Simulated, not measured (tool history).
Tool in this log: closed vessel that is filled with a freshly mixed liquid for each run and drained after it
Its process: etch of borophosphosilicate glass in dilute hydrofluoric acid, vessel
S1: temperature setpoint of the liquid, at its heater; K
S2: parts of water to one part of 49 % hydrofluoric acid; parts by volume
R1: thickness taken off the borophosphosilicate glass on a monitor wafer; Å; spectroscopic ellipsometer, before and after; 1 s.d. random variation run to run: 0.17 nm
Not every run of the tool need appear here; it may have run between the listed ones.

{"run": 1, "day": 0.0, "S1": 297.15, "S2": 170, "time in the liquid (s)": 30, "R1": 130.42}
{"run": 2, "day": 0.283, "S1": 298.15, "S2": 165, "time in the liquid (s)": 30, "R1": 141.52}
{"run": 3, "day": 0.538, "S1": 298.65, "S2": 160, "time in the liquid (s)": 30, "R1": 149.27}
{"run": 4, "day": 0.692, "S1": 299.15, "S2": 155, "time in the liquid (s)": 30, "R1": 158.38}
{"run": 5, "day": 1.029, "S1": 299.15, "S2": 155, "time in the liquid (s)": 30, "R1": 158.77}
{"run": 6, "day": 1.192, "S1": 299.15, "S2": 125, "time in the liquid (s)": 30, "R1": 204.24}
{"run": 7, "day": 1.383, "S1": 299.65, "S2": 125, "time in the liquid (s)": 30, "R1": 205.47}
{"run": 8, "day": 1.608, "S1": 300.15, "S2": 125, "time in the liquid (s)": 30, "R1": 213.13}
{"run": 9, "day": 1.671, "S1": 300.65, "S2": 125, "time in the liquid (s)": 30, "R1": 216.82}

What will run 10 give?
{"run": 10, "day": 2.025, "S1": 301.15, "S2": 125, "time in the liquid (s)": 30, "R1": "?"}

Logged for run 10: R1 221.36 Å.
